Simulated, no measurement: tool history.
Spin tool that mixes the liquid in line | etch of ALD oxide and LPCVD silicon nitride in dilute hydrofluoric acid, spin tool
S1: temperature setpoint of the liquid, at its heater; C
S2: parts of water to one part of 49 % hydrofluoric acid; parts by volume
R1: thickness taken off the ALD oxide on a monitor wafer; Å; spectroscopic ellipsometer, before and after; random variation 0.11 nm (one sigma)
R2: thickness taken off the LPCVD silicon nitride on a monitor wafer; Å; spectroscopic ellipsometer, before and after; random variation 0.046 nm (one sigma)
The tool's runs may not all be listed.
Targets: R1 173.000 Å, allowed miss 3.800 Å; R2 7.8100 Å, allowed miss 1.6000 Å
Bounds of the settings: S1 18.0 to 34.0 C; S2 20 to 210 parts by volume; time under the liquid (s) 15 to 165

Run 1, hour 0.0: S1 26.0 C, S2 115 parts by volume, time under the liquid (s) 85. Result: R1 114.540 Å, R2 4.7671 Å.
Run 2, hour 4.6: S1 27.5 C, S2 110 parts by volume, time under the liquid (s) 85. Result: R1 129.070 Å, R2 5.9436 Å.
Run 3, hour 11.6: S1 27.5 C, S2 130 parts by volume, time under the liquid (s) 85. Result: R1 106.340 Å, R2 4.9361 Å.
Run 4, hour 13.0: S1 29.0 C, S2 130 parts by volume, time under the liquid (s) 85. Result: R1 111.670 Å, R2 5.0212 Å.
Run 5, hour 21.3: S1 31.5 C, S2 130 parts by volume, time under the liquid (s) 85. Result: R1 122.680 Å, R2 5.9320 Å.
Run 6, hour 25.6: S1 31.5 C, S2 130 parts by volume, time under the liquid (s) 55. Result: R1 79.561 Å, R2 4.1576 Å.
Run 7, hour 31.1: S1 33.0 C, S2 80 parts by volume, time under the liquid (s) 55. Result: R1 145.810 Å, R2 7.1303 Å.
Run 8, hour 37.0: S1 33.0 C, S2 75 parts by volume, time under the liquid (s) 55. Result: R1 156.750 Å, R2 7.8904 Å.
Run 9, hour 40.2: S1 33.0 C, S2 75 parts by volume, time under the liquid (s) 55. Result: R1 157.730 Å, R2 8.0592 Å.
Run 10, hour 43.6: S1 33.0 C, S2 65 parts by volume, time under the liquid (s) 55. Result: R1 183.780 Å, R2 8.8436 Å.
Run 11, hour 46.2: S1 32.5 C, S2 65 parts by volume, time under the liquid (s) 55. Result: R1 180.980 Å, R2 8.8005 Å.
Run 12, hour 48.8: S1 32.0 C, S2 65 parts by volume, time under the liquid (s) 55. Result: R1 178.170 Å, R2 7.6275 Å.
Run 13, hour 50.0: S1 32.5 C, S2 65 parts by volume, time under the liquid (s) 55. Result: R1 181.680 Å, R2 8.8293 Å.
Run 14, hour 56.0: S1 32.0 C, S2 65 parts by volume, time under the liquid (s) 55. Result: R1 177.810 Å, R2 7.9964 Å.

Which of these 5 next moves meets every target?
Run A, hour 62.0: S1 34.0 C, S2 115 parts by volume, time under the liquid (s) 100. Result: R1 ?, R2 ?.
Run B, hour 62.0: S1 22.5 C, S2 40 parts by volume, time under the liquid (s) 50. Result: R1 ?, R2 ?.
Run C, hour 62.0: S1 27.5 C, S2 45 parts by volume, time under the liquid (s) 45. Result: R1 ?, R2 ?.
Run D, hour 62.0: S1 33.5 C, S2 80 parts by volume, time under the liquid (s) 70. Result: R1 ?, R2 ?.
Run E, hour 62.0: S1 31.0 C, S2 75 parts by volume, time under the liquid (s) 65. Result: R1 ?, R2 ?.

move       R1      R2
   A  182.130  8.8785
   B  185.080  6.0215
   C  180.710  6.7627
   D  189.550  8.7136
   E  172.150  7.3838
A: further off than the last run
B: further off than the last run
C: further off than the last run
D: further off than the last run
E: meets every target
Answer: E
